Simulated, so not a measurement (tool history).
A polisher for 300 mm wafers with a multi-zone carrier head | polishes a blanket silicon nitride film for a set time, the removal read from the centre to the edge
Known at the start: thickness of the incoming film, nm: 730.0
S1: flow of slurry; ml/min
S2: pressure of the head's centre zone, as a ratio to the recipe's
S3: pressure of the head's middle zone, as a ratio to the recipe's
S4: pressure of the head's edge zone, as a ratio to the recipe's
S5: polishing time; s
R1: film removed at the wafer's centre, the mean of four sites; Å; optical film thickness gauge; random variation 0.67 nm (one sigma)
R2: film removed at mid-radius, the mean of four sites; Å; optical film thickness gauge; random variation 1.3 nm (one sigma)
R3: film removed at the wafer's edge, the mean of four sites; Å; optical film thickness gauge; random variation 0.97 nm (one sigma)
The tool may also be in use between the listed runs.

run,hour,S1,S2,S3,S4,S5,R1,R2,R3
1,0.0,130,1.00,1.00,1.00,87,1411.10,1406.70,1371.4
2,4.4,130,1.00,1.00,1.00,105,1685.70,1722.40,1656.9
3,11.5,125,0.99,0.97,0.96,93,1456.90,1502.20,1446.5
4,19.8,130,1.00,0.96,0.96,82,1332.70,1328.10,1314.5
5,24.4,130,1.04,0.96,0.96,82,1379.70,1289.80,1287.1
6,25.6,110,1.04,0.96,0.96,82,1312.20,1289.90,1246.4
7,30.6,110,1.04,0.95,0.96,75,1202.60,1124.60,1141.3
8,32.8,105,1.04,0.95,0.95,72,1141.60,1082.40,1086.6
9,34.9,100,1.04,0.95,0.94,71,1100.40,1073.50,1075.4
10,41.8,95,1.05,0.95,0.93,69,1071.90,1026.30,1011.8

Run 11 comes next. What will it give?
11,42.5,80,1.04,0.92,0.91,68,?,?,?

{"run 11": {"R1": 987.54, "R2": 957.17, "R3": 952.0}}
